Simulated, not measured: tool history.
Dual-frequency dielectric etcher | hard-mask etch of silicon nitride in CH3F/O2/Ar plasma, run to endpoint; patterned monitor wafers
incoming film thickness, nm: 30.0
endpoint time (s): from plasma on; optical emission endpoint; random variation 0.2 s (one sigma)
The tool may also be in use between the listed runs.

run 1 hour=0.0 | source_power_(W)=360 bias_power_(W)=54 | endpoint_time_(s)=50.181
run 2 hour=4.5 | source_power_(W)=340 bias_power_(W)=53 | endpoint_time_(s)=51.784
run 3 hour=12.4 | source_power_(W)=390 bias_power_(W)=53 | endpoint_time_(s)=48.726
run 4 hour=17.5 | source_power_(W)=370 bias_power_(W)=53 | endpoint_time_(s)=49.784
run 5 hour=22.7 | source_power_(W)=350 bias_power_(W)=53 | endpoint_time_(s)=51.220
run 6 hour=26.8 | source_power_(W)=340 bias_power_(W)=53 | endpoint_time_(s)=51.775
run 7 hour=35.8 | source_power_(W)=330 bias_power_(W)=53 | endpoint_time_(s)=52.575

Run 8 comes next. What will it give?
run 8 hour=38.8 | source_power_(W)=320 bias_power_(W)=53 | endpoint_time_(s)=?

endpoint time (s): 53.519
